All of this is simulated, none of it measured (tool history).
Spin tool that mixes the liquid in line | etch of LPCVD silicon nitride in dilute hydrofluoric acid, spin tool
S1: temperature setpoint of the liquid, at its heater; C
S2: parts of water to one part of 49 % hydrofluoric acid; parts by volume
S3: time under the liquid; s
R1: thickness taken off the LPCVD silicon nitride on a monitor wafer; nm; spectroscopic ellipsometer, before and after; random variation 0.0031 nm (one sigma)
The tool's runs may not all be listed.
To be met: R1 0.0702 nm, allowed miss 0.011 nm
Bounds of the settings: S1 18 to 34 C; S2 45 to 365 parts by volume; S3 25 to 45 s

run 1 hour=0 | S1=26 S2=205 S3=45 | R1=0.13254
run 2 hour=8.2 | S1=25.5 S2=215 S3=45 | R1=0.12127
run 3 hour=15.6 | S1=25 S2=220 S3=45 | R1=0.12139
run 4 hour=20.9 | S1=22 S2=220 S3=45 | R1=0.10548
run 5 hour=29.2 | S1=22 S2=225 S3=45 | R1=0.10419
run 6 hour=37.9 | S1=23.5 S2=225 S3=45 | R1=0.11653
run 7 hour=42 | S1=23 S2=235 S3=45 | R1=0.10054
run 8 hour=46.9 | S1=23 S2=240 S3=45 | R1=0.10319
run 9 hour=54.8 | S1=21 S2=295 S3=30 | R1=0.048881
run 10 hour=58.8 | S1=21 S2=290 S3=30 | R1=0.047819
run 11 hour=63 | S1=23.5 S2=240 S3=45 | R1=0.094814
run 12 hour=64.4 | S1=23.5 S2=245 S3=45 | R1=0.095595
run 13 hour=72.6 | S1=23.5 S2=245 S3=45 | R1=0.098976
run 14 hour=75.1 | S1=23.5 S2=250 S3=45 | R1=0.10122
run 15 hour=76.9 | S1=23 S2=255 S3=45 | R1=0.090537
run 16 hour=77.7 | S1=23 S2=260 S3=45 | R1=0.090487
run 17 hour=84 | S1=23 S2=260 S3=45 | R1=0.085861
run 18 hour=86.5 | S1=23 S2=265 S3=45 | R1=0.090189
run 19 hour=87.3 | S1=23 S2=265 S3=45 | R1=0.090661
run 20 hour=93.6 | S1=23 S2=265 S3=45 | R1=0.084027
run 21 hour=97.4 | S1=22.5 S2=275 S3=45 | R1=0.082821

4 next moves are on the table. One of them brings every result within its allowed miss. Which?
run A hour=101.2 | S1=23.5 S2=275 S3=45 | R1=?
run B hour=101.2 | S1=22.5 S2=265 S3=35 | R1=?
run C hour=101.2 | S1=22.5 S2=230 S3=45 | R1=?
run D hour=101.2 | S1=23.5 S2=280 S3=45 | R1=?

move=A R1=0.099471
move=B R1=0.075364
move=C R1=0.11136
move=D R1=0.097717
A: further off than the last run
B: meets every target
C: further off than the last run
D: further off than the last run
The right move is B.
